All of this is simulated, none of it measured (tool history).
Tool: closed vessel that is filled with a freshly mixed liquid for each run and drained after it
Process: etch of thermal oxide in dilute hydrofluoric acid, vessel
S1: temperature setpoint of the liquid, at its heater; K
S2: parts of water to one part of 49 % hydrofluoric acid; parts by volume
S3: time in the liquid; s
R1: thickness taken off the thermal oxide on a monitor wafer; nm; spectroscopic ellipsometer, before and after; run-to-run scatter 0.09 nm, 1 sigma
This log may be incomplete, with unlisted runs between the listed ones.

{"run": 1, "day": 0.0, "S1": 298.15, "S2": 45, "S3": 205, "R1": 22.219}
{"run": 2, "day": 0.175, "S1": 297.15, "S2": 45, "S3": 205, "R1": 21.46}
{"run": 3, "day": 0.567, "S1": 297.15, "S2": 35, "S3": 205, "R1": 27.829}
{"run": 4, "day": 0.821, "S1": 295.15, "S2": 35, "S3": 205, "R1": 25.683}
{"run": 5, "day": 1.075, "S1": 293.65, "S2": 35, "S3": 205, "R1": 24.219}
{"run": 6, "day": 1.421, "S1": 291.65, "S2": 35, "S3": 205, "R1": 22.194}
{"run": 7, "day": 1.617, "S1": 291.15, "S2": 35, "S3": 205, "R1": 21.555}
{"run": 8, "day": 1.992, "S1": 290.65, "S2": 35, "S3": 205, "R1": 21.16}

What will run 9 give?
{"run": 9, "day": 2.325, "S1": 290.15, "S2": 40, "S3": 205, "R1": "?"}

{"run 9": {"R1": 18.03}}
